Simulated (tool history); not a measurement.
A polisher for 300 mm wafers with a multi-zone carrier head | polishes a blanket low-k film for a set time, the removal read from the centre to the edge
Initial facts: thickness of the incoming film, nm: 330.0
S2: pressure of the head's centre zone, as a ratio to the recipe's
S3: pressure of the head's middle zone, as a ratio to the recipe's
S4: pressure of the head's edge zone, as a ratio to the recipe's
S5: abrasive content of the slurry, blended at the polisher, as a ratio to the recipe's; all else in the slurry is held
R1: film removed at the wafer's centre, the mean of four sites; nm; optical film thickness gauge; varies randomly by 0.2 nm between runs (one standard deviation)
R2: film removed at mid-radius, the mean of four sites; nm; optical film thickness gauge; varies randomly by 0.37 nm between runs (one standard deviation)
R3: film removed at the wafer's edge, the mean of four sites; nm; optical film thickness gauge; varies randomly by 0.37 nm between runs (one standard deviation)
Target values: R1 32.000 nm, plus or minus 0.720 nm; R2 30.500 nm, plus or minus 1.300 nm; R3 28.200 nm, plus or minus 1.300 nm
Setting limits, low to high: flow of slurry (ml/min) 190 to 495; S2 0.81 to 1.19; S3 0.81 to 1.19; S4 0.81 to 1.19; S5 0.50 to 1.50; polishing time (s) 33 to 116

{"run": 1, "hour": 0.0, "flow of slurry (ml/min)": 320, "S2": 1.0, "S3": 1.0, "S4": 1.0, "S5": 1.0, "polishing time (s)": 74, "R1": 23.048, "R2": 23.175, "R3": 22.499}
{"run": 2, "hour": 3.5, "flow of slurry (ml/min)": 330, "S2": 1.05, "S3": 1.04, "S4": 1.04, "S5": 1.1, "polishing time (s)": 74, "R1": 25.096, "R2": 24.703, "R3": 24.06}
{"run": 3, "hour": 4.9, "flow of slurry (ml/min)": 340, "S2": 1.09, "S3": 1.07, "S4": 1.05, "S5": 1.2, "polishing time (s)": 74, "R1": 26.77, "R2": 26.405, "R3": 25.558}
{"run": 4, "hour": 7.7, "flow of slurry (ml/min)": 340, "S2": 1.05, "S3": 1.07, "S4": 1.05, "S5": 1.2, "polishing time (s)": 74, "R1": 26.029, "R2": 26.949, "R3": 25.145}
{"run": 5, "hour": 8.9, "flow of slurry (ml/min)": 350, "S2": 1.09, "S3": 1.09, "S4": 1.05, "S5": 1.25, "polishing time (s)": 74, "R1": 27.327, "R2": 27.84, "R3": 25.729}
{"run": 6, "hour": 10.7, "flow of slurry (ml/min)": 355, "S2": 1.12, "S3": 1.1, "S4": 1.05, "S5": 1.3, "polishing time (s)": 74, "R1": 28.321, "R2": 27.256, "R3": 25.701}
{"run": 7, "hour": 12.4, "flow of slurry (ml/min)": 355, "S2": 1.14, "S3": 1.12, "S4": 1.06, "S5": 1.35, "polishing time (s)": 74, "R1": 29.041, "R2": 28.562, "R3": 26.397}
{"run": 8, "hour": 18.5, "flow of slurry (ml/min)": 360, "S2": 1.15, "S3": 1.13, "S4": 1.07, "S5": 1.4, "polishing time (s)": 74, "R1": 29.828, "R2": 29.159, "R3": 27.034}
{"run": 9, "hour": 21.3, "flow of slurry (ml/min)": 365, "S2": 1.16, "S3": 1.14, "S4": 1.07, "S5": 1.45, "polishing time (s)": 74, "R1": 30.667, "R2": 30.01, "R3": 27.176}
{"run": 10, "hour": 22.1, "flow of slurry (ml/min)": 370, "S2": 1.17, "S3": 1.14, "S4": 1.08, "S5": 1.45, "polishing time (s)": 74, "R1": 30.95, "R2": 29.332, "R3": 27.552}

Which single option among these 4 for the next run brings every result within its allowed miss of target? Just one does.
{"run": "A", "hour": 22.9, "flow of slurry (ml/min)": 375, "S2": 1.13, "S3": 1.06, "S4": 1.15, "S5": 1.45, "polishing time (s)": 74, "R1": "?", "R2": "?", "R3": "?"}
{"run": "B", "hour": 22.9, "flow of slurry (ml/min)": 450, "S2": 1.19, "S3": 0.99, "S4": 1.19, "S5": 1.35, "polishing time (s)": 77, "R1": "?", "R2": "?", "R3": "?"}
{"run": "C", "hour": 22.9, "flow of slurry (ml/min)": 385, "S2": 1.19, "S3": 1.0, "S4": 1.19, "S5": 1.45, "polishing time (s)": 75, "R1": "?", "R2": "?", "R3": "?"}
{"run": "D", "hour": 22.9, "flow of slurry (ml/min)": 395, "S2": 1.19, "S3": 1.15, "S4": 1.1, "S5": 1.45, "polishing time (s)": 75, "R1": "?", "R2": "?", "R3": "?"}

move=A R1=29.853 R2=28.199 R3=28.689
move=B R1=32.088 R2=27.460 R3=29.961
move=C R1=31.664 R2=27.341 R3=29.670
move=D R1=31.766 R2=30.636 R3=28.483
A: the biggest miss grows against the last run
B: brings the last run's worst result on target, with another outside its allowed miss
C: brings the last run's worst result on target, with another outside its allowed miss
D: all results land within tolerance of their targets
Go with D: it meets all targets.

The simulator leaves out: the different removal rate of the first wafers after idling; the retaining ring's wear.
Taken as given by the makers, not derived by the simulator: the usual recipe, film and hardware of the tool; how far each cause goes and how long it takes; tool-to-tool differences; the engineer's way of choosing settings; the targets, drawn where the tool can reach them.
